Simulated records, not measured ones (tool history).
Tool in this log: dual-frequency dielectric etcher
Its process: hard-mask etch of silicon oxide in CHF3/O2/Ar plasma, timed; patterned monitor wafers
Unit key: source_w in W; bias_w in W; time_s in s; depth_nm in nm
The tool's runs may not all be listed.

| run | day | source_w | bias_w | time_s | depth_nm |
|---|---|---|---|---|---|
| 1 | 0.000 | 570 | 125 | 15.5 | 25.392 |
| 2 | 0.288 | 570 | 125 | 14.0 | 22.711 |
| 3 | 0.488 | 500 | 125 | 14.0 | 21.859 |
| 4 | 0.812 | 490 | 125 | 14.0 | 21.608 |
| 5 | 1.133 | 490 | 125 | 15.5 | 24.166 |
| 6 | 1.250 | 490 | 145 | 15.5 | 25.406 |
| 7 | 1.429 | 470 | 139 | 15.5 | 24.569 |
| 8 | 1.579 | 450 | 134 | 15.5 | 23.983 |
| 9 | 1.675 | 430 | 130 | 15.5 | 23.160 |
| 10 | 1.812 | 420 | 128 | 15.5 | 23.042 |
| 11 | 2.154 | 420 | 128 | 15.5 | 22.984 |
| 12 | 2.358 | 420 | 128 | 15.5 | 23.066 |

Run 13, settings as shown, results not yet in. Your forecast:
| 13 | 2.658 | 410 | 125 | 15.5 | ? |

depth_nm: 22.622 nm
